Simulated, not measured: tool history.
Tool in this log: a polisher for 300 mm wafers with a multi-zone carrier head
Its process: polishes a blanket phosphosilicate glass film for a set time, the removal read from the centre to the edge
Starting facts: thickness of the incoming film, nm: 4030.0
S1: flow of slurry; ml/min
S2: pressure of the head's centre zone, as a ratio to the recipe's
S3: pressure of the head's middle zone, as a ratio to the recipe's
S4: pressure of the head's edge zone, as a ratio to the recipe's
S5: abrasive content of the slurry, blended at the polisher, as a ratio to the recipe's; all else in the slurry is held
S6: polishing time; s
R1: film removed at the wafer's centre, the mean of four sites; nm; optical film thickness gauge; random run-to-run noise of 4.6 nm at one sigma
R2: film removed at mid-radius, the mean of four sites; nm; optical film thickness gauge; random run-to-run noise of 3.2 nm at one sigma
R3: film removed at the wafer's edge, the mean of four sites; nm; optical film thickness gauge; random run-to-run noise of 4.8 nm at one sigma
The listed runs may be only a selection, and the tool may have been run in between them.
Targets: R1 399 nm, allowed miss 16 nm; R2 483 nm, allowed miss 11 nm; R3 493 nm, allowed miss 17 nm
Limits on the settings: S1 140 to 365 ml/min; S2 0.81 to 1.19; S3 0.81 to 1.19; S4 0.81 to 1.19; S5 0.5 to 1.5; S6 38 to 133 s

Run 1, hour 0: S1 235 ml/min, S2 1, S3 1, S4 1, S5 1, S6 85 s. Result: R1 471.17 nm, R2 492.36 nm, R3 502.19 nm.
Run 2, hour 4.9: S1 225 ml/min, S2 0.98, S3 1, S4 1, S5 1, S6 85 s. Result: R1 450.05 nm, R2 489.01 nm, R3 502.59 nm.
Run 3, hour 12: S1 225 ml/min, S2 0.98, S3 1, S4 1, S5 1.1, S6 85 s. Result: R1 468.33 nm, R2 517.74 nm, R3 523.81 nm.
Run 4, hour 19.4: S1 225 ml/min, S2 1.05, S3 1, S4 1, S5 1.1, S6 85 s. Result: R1 495.84 nm, R2 512.99 nm, R3 527.53 nm.
Run 5, hour 24.1: S1 260 ml/min, S2 1.05, S3 1, S4 1, S5 1.1, S6 85 s. Result: R1 518.1 nm, R2 526.73 nm, R3 531.39 nm.
At hour 32.5: centre zone pressure recalibrated.
Run 6, hour 32.5: S1 260 ml/min, S2 1.05, S3 1, S4 0.97, S5 1.1, S6 85 s. Result: R1 549.15 nm, R2 522.51 nm, R3 523.5 nm.
Run 7, hour 35.8: S1 245 ml/min, S2 1.03, S3 1, S4 0.97, S5 1.1, S6 85 s. Result: R1 539.79 nm, R2 524.18 nm, R3 516.01 nm.
Run 8, hour 41: S1 235 ml/min, S2 1, S3 1, S4 0.97, S5 1.1, S6 85 s. Result: R1 507 nm, R2 512.28 nm, R3 522.78 nm.
Run 9, hour 44.9: S1 225 ml/min, S2 0.98, S3 1.01, S4 0.97, S5 1.1, S6 85 s. Result: R1 513.39 nm, R2 516.23 nm, R3 508.35 nm.
Run 10, hour 53: S1 215 ml/min, S2 0.96, S3 1.01, S4 0.98, S5 1.1, S6 85 s. Result: R1 486.09 nm, R2 517.23 nm, R3 515.22 nm.
Run 11, hour 56: S1 210 ml/min, S2 0.94, S3 1.01, S4 0.98, S5 1.1, S6 85 s. Result: R1 484.92 nm, R2 508.42 nm, R3 508.75 nm.
Run 12, hour 62.6: S1 205 ml/min, S2 0.93, S3 1.01, S4 0.99, S5 1.1, S6 85 s. Result: R1 477.77 nm, R2 519.08 nm, R3 512.48 nm.
Run 13, hour 66: S1 175 ml/min, S2 0.83, S3 0.93, S4 0.98, S5 1, S6 85 s. Result: R1 400.01 nm, R2 449.1 nm, R3 480.83 nm.
Run 14, hour 67.9: S1 180 ml/min, S2 0.83, S3 0.94, S4 0.99, S5 1, S6 85 s. Result: R1 392.37 nm, R2 452.89 nm, R3 493.89 nm.
Run 15, hour 75.4: S1 185 ml/min, S2 0.83, S3 0.95, S4 0.99, S5 1, S6 85 s. Result: R1 394.17 nm, R2 462.41 nm, R3 490.66 nm.
Run 16, hour 79.6: S1 190 ml/min, S2 0.83, S3 0.95, S4 0.99, S5 1, S6 85 s. Result: R1 393.13 nm, R2 456.69 nm, R3 486.46 nm.
Run 17, hour 80.8: S1 190 ml/min, S2 0.83, S3 0.96, S4 0.99, S5 1, S6 85 s. Result: R1 392.73 nm, R2 457.65 nm, R3 493.99 nm.
Run 18, hour 85.4: S1 190 ml/min, S2 0.83, S3 0.96, S4 0.99, S5 1, S6 85 s. Result: R1 400.94 nm, R2 468.97 nm, R3 485.16 nm.
Run 19, hour 89.6: S1 190 ml/min, S2 0.83, S3 0.96, S4 0.99, S5 1, S6 85 s. Result: R1 398.32 nm, R2 464.82 nm, R3 491.36 nm.
Run 20, hour 90.5: S1 195 ml/min, S2 0.83, S3 0.97, S4 0.99, S5 1, S6 85 s. Result: R1 393 nm, R2 466.7 nm, R3 496.93 nm.

Consider the 5 candidate settings below. Which is the only one whose results all fall within their allowed miss of target?
Run A, hour 91.4: S1 140 ml/min, S2 0.84, S3 0.92, S4 0.99, S5 1.4, S6 77 s. Result: R1 ?, R2 ?, R3 ?.
Run B, hour 91.4: S1 265 ml/min, S2 0.81, S3 0.89, S4 1.03, S5 1, S6 85 s. Result: R1 ?, R2 ?, R3 ?.
Run C, hour 91.4: S1 160 ml/min, S2 0.82, S3 0.99, S4 0.98, S5 0.95, S6 90 s. Result: R1 ?, R2 ?, R3 ?.
Run D, hour 91.4: S1 205 ml/min, S2 0.86, S3 0.92, S4 0.99, S5 1, S6 83 s. Result: R1 ?, R2 ?, R3 ?.
Run E, hour 91.4: S1 145 ml/min, S2 0.85, S3 0.95, S4 1.04, S5 0.8, S6 96 s. Result: R1 ?, R2 ?, R3 ?.

move      R1      R2      R3
   A   382.8  435.31  485.26
   B  398.55  451.93  514.32
   C  385.06  475.24  491.57
   D  398.72  438.94   480.5
   E  384.93  443.69  492.03
A: misses by more than the last run did
B: misses by more than the last run did
C: all results land within tolerance of their targets
D: misses by more than the last run did
E: misses by more than the last run did
Move C is the one to make.

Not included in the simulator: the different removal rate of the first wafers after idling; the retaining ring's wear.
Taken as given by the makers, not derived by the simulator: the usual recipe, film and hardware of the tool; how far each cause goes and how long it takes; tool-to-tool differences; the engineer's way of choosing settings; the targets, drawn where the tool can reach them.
